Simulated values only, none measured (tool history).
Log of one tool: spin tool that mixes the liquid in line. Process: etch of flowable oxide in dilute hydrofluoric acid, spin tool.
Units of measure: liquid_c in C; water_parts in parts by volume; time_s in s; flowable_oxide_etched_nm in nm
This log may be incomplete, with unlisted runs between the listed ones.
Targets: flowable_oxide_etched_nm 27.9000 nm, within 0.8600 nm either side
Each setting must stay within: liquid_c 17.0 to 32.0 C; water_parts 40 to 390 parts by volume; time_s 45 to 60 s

run	hour	liquid_c	water_parts	time_s	flowable_oxide_etched_nm
1	0.0	24.0	215	60	10.9980
2	1.6	24.0	265	60	8.5375
3	6.7	24.0	310	60	6.8949
4	14.8	25.0	285	60	7.9625
5	22.4	25.0	285	60	8.0024
6	23.6	22.5	285	60	7.3794
7	31.4	23.5	260	60	8.5738
8	39.0	24.5	240	60	9.8582
9	46.8	25.5	220	60	11.4040
10	54.5	26.0	205	60	12.6780
11	55.4	26.5	190	60	14.0000
12	57.6	27.0	180	60	15.2830
# hour 62.4: thermometer replaced
13	62.4	27.5	170	60	15.5960
14	70.0	31.5	80	60	43.6270
15	78.3	31.0	80	60	42.8780
16	81.9	30.5	80	60	41.1950

Pick the move, out of 5, that brings all results within their allowed miss; only one does.
A	85.5	32.0	65	60	?
B	85.5	31.5	125	50	?
C	85.5	32.0	130	60	?
D	85.5	30.5	120	55	?
E	85.5	31.0	115	60	?

move	flowable_oxide_etched_nm
A	55.7360
B	21.6870
C	25.2980
D	24.1280
E	28.1710
A: its largest miss is bigger than the last run's
B: the result that was furthest off in the last run now lies on the other side of its target
C: the result that was furthest off in the last run now lies on the other side of its target
D: the result that was furthest off in the last run now lies on the other side of its target
E: all results in spec
E meets every target.
